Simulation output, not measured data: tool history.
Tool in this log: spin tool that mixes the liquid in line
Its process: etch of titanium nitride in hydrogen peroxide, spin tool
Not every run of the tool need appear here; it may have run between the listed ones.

run,hour,temperature setpoint of the liquid (C),concentration of hydrogen peroxide in the mixed liquid (% by weight),time under the liquid (s),thickness taken off the titanium nitride on a monitor wafer (nm)
1,0.0,46.0,15,275,10.584
2,3.5,48.0,15,275,12.422
3,12.1,53.0,15,275,17.766
4,14.8,53.5,15,275,18.166
5,21.8,48.5,15,275,12.723
6,24.9,50.0,15,275,14.216
7,29.1,51.0,15,275,15.292
8,35.5,52.0,15,275,16.599
9,44.1,52.5,15,275,17.010

Run 10 has not been measured yet. What should we expect?
10,51.1,53.0,15,275,?

For run 10 the tool returned thickness taken off the titanium nitride on a monitor wafer (nm) 17.587.
